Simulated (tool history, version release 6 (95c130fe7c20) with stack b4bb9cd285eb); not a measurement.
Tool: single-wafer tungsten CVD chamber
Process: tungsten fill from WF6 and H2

run,day,heater temperature setpoint (deg C),chamber pressure (Torr),deposition time (s),mean film thickness on the monitor wafer (Å)
1,0.000,390,34.7,27.7,707.17
2,0.300,387,34.6,27.7,661.78
3,0.396,386,34.5,27.7,647.90
4,0.533,386,36.7,27.7,666.15
5,0.671,378,36.7,27.7,557.57
6,0.833,372,36.7,27.7,488.60

Run 7 comes next. What will it give?
7,1.025,375,36.8,27.7,?

Run 7 gave mean film thickness on the monitor wafer (Å) 523.06.

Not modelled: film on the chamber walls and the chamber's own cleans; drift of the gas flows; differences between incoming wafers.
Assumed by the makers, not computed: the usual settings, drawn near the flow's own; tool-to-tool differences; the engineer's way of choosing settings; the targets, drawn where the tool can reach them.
